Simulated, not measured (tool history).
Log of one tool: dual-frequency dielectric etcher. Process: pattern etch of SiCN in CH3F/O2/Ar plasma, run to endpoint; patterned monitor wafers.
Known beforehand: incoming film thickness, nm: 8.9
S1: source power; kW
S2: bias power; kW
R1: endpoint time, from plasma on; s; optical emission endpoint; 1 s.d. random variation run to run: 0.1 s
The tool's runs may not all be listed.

run	hour	S1	S2	R1
1	0	0.3	0.091	25.519
2	8.6	0.3	0.098	24.619
3	12.4	0.34	0.098	23.337
4	20.3	0.34	0.109	22.318
5	25.9	0.34	0.115	21.835
6	28.6	0.29	0.111	23.795
7	34.9	0.26	0.109	25.111
8	39.6	0.24	0.108	26.425

Expected results for the next run?
9	43.8	0.23	0.107	?

Logged for run 9: R1 27.005 s.
